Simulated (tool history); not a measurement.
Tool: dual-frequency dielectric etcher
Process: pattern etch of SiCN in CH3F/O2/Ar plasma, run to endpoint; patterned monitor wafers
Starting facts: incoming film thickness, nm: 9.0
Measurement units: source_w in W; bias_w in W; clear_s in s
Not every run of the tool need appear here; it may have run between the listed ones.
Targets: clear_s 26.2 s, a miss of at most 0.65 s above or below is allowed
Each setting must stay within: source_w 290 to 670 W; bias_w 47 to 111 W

Run 1, hour 0: source_w 480 W, bias_w 79 W. Result: clear_s 22.89 s.
Run 2, hour 1.1: source_w 440 W, bias_w 77 W. Result: clear_s 23.735 s.
Run 3, hour 3.7: source_w 440 W, bias_w 90 W. Result: clear_s 22.628 s.
Run 4, hour 7.2: source_w 480 W, bias_w 90 W. Result: clear_s 22.018 s.
Run 5, hour 11.5: source_w 430 W, bias_w 85 W. Result: clear_s 23.364 s.
Run 6, hour 17: source_w 430 W, bias_w 74 W. Result: clear_s 24.288 s.
Run 7, hour 21.6: source_w 410 W, bias_w 73 W. Result: clear_s 24.913 s.
Run 8, hour 26.8: source_w 400 W, bias_w 72 W. Result: clear_s 25.202 s.
Run 9, hour 35.4: source_w 350 W, bias_w 70 W. Result: clear_s 26.925 s.

Exactly one of the 4 candidate moves below puts every result within its allowed miss. Which one?
Run A, hour 44: source_w 340 W, bias_w 63 W. Result: clear_s ?.
Run B, hour 44: source_w 310 W, bias_w 68 W. Result: clear_s ?.
Run C, hour 44: source_w 320 W, bias_w 68 W. Result: clear_s ?.
Run D, hour 44: source_w 380 W, bias_w 67 W. Result: clear_s ?.

move  clear_s
   A   28.006
   B    28.54
   C   28.164
   D   26.333
A: the biggest miss grows against the last run
B: the biggest miss grows against the last run
C: the biggest miss grows against the last run
D: all results land within tolerance of their targets
D is the move that brings every result within its allowed miss.

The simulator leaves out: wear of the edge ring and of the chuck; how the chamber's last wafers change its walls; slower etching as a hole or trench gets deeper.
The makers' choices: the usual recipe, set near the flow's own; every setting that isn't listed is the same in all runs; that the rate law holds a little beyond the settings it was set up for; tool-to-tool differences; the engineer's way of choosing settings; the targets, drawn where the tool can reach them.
